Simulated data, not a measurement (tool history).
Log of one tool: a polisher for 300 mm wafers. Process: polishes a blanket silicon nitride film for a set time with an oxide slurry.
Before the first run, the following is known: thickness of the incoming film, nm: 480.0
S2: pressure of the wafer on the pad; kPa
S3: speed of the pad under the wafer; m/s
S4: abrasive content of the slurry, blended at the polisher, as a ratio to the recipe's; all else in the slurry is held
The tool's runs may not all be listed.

run 1 hour=0.0 | flow_of_slurry_(ml/min)=130 S2=33.1 S3=1.32 S4=1.0 polishing_time_(s)=54 | film_removed_(angstrom)=672.47
run 2 hour=5.5 | flow_of_slurry_(ml/min)=130 S2=33.1 S3=1.32 S4=1.0 polishing_time_(s)=49 | film_removed_(angstrom)=610.51
run 3 hour=14.1 | flow_of_slurry_(ml/min)=135 S2=34.5 S3=1.32 S4=1.0 polishing_time_(s)=49 | film_removed_(angstrom)=638.70
run 4 hour=22.2 | flow_of_slurry_(ml/min)=135 S2=35.9 S3=1.32 S4=1.0 polishing_time_(s)=49 | film_removed_(angstrom)=671.63
run 5 hour=29.9 | flow_of_slurry_(ml/min)=135 S2=37.2 S3=1.32 S4=1.0 polishing_time_(s)=49 | film_removed_(angstrom)=684.30
run 6 hour=37.6 | flow_of_slurry_(ml/min)=160 S2=37.2 S3=1.32 S4=1.0 polishing_time_(s)=49 | film_removed_(angstrom)=707.95

Run 7 comes next. What will it give?
run 7 hour=40.5 | flow_of_slurry_(ml/min)=160 S2=38.6 S3=1.32 S4=1.0 polishing_time_(s)=49 | film_removed_(angstrom)=?

{"run 7": {"film removed (angstrom)": 730.47}}
